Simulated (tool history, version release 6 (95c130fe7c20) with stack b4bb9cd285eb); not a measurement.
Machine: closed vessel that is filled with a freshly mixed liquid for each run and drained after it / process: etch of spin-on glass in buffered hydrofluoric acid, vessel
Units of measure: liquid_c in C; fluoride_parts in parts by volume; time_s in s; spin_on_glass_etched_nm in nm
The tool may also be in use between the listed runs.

Run 1, hour 0: liquid_c 21 C, fluoride_parts 9 parts by volume, time_s 100 s. Result: spin_on_glass_etched_nm 358.03 nm.
Run 2, hour 7: liquid_c 21 C, fluoride_parts 8 parts by volume, time_s 100 s. Result: spin_on_glass_etched_nm 413.64 nm.
Run 3, hour 8.8: liquid_c 22 C, fluoride_parts 8 parts by volume, time_s 100 s. Result: spin_on_glass_etched_nm 435.23 nm.
Run 4, hour 15.4: liquid_c 24 C, fluoride_parts 7.5 parts by volume, time_s 100 s. Result: spin_on_glass_etched_nm 515.31 nm.
Run 5, hour 21.6: liquid_c 24 C, fluoride_parts 7.5 parts by volume, time_s 105 s. Result: spin_on_glass_etched_nm 539 nm.
Run 6, hour 23.9: liquid_c 24 C, fluoride_parts 7.5 parts by volume, time_s 100 s. Result: spin_on_glass_etched_nm 517.28 nm.
Run 7, hour 29.8: liquid_c 25.5 C, fluoride_parts 7.5 parts by volume, time_s 100 s. Result: spin_on_glass_etched_nm 562.68 nm.

Run 8 has not been measured yet. What should we expect?
Run 8, hour 34.2: liquid_c 26.5 C, fluoride_parts 7.5 parts by volume, time_s 100 s. Result: spin_on_glass_etched_nm ?.

spin_on_glass_etched_nm: 594.21 nm

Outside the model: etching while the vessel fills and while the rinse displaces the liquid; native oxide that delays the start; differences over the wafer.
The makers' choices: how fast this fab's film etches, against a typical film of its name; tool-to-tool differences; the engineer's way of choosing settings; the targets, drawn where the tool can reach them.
